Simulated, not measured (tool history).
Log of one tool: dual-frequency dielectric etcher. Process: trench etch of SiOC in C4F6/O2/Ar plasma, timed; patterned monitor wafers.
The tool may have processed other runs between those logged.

run,hour,source power (kW),bias power (kW),etch time (s),mean etch depth across the wafer (angstrom)
1,0,0.43,0.238,15.5,394.54
2,6.3,0.43,0.238,15.5,393.53
3,14.3,0.4,0.23,15.5,374.65
4,18.1,0.38,0.227,15.5,360.34
5,26.7,0.31,0.227,15.5,309.67
6,35.5,0.31,0.227,14,280.1
7,38.7,0.33,0.228,14,292.16

Run 8 comes next. What will it give?
8,40.9,0.42,0.238,14,?

{"run 8": {"mean etch depth across the wafer (angstrom)": 349.63}}
